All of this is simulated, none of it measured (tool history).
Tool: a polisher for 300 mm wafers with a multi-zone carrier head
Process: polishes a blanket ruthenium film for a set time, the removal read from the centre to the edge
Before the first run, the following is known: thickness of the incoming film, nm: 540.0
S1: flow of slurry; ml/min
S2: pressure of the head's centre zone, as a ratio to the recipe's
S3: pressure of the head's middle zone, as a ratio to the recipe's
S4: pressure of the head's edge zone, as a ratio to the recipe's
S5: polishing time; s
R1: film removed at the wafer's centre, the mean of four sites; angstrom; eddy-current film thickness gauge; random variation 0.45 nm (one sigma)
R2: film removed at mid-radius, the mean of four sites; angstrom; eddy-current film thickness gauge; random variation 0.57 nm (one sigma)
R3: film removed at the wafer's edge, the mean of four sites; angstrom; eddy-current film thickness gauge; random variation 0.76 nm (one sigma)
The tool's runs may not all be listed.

run,day,S1,S2,S3,S4,S5,R1,R2,R3
1,0.000,305,1.00,1.00,1.00,68,528.71,540.47,537.90
2,0.142,310,1.01,1.02,1.01,68,532.45,557.14,534.02
3,0.396,315,1.02,1.03,1.03,69,544.22,560.60,542.48
4,0.617,315,1.02,1.04,1.03,70,552.38,579.79,552.38
5,0.979,315,1.02,1.05,1.04,71,563.19,580.91,562.53
6,1.329,320,1.02,1.06,1.04,71,570.23,598.86,557.38
7,1.517,325,1.02,1.06,1.05,71,558.31,591.35,560.57

Predict the results of run 8:
8,1.604,325,1.02,1.06,1.05,71,?,?,?

{"run 8": {"R1": 562.06, "R2": 592.17, "R3": 570.02}}

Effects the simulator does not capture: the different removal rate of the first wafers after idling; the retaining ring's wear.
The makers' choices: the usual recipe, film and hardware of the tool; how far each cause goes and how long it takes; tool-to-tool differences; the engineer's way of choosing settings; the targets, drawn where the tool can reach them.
